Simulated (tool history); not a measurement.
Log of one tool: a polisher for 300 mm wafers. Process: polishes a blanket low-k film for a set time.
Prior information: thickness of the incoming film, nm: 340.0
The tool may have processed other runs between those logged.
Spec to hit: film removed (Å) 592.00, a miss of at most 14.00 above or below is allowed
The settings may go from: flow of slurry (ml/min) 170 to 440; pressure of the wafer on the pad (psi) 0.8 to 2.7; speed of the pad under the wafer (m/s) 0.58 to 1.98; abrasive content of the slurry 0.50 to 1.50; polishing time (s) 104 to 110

run  hour  flow of slurry (ml/min)  pressure of the wafer on the pad (psi)  speed of the pad under the wafer (m/s)  abrasive content of the slurry  polishing time (s)  film removed (Å)
  1   0.0                      280                                     1.7                                    1.28                            1.00                 104            429.40
  2   3.3                      285                                     1.9                                    1.28                            1.00                 104            478.65
  3   4.6                      290                                     2.0                                    1.28                            1.00                 104            503.76
  4   9.8                      290                                     2.0                                    1.28                            1.00                 110            529.08
  5  12.0                      290                                     2.0                                    1.28                            0.90                 110            490.77
  6  15.1                      290                                     2.1                                    1.28                            0.90                 110            508.59
  7  20.1                      290                                     2.1                                    1.28                            0.90                 110            518.61
  8  29.1                      290                                     2.2                                    1.28                            0.90                 110            535.49
  9  30.3                      300                                     2.3                                    1.28                            0.90                 110            556.55

5 next moves are on the table. One of them brings every result within its allowed miss. Which?
  A  31.5                      325                                     2.2                                    1.34                            1.05                 105                 ?
  B  31.5                      270                                     2.6                                    1.20                            0.75                 109                 ?
  C  31.5                      270                                     1.7                                    1.42                            1.25                 105                 ?
  D  31.5                      385                                     2.1                                    1.34                            0.85                 110                 ?
  E  31.5                      330                                     2.2                                    1.48                            0.80                 110                 ?

move  film removed (Å)
   A            591.52
   B            492.06
   C            537.20
   D            513.81
   E            543.84
A: meets every target
B: lands further from the targets than the last run did
C: lands further from the targets than the last run did
D: lands further from the targets than the last run did
E: lands further from the targets than the last run did
So the answer is move A, the one that meets all the targets.
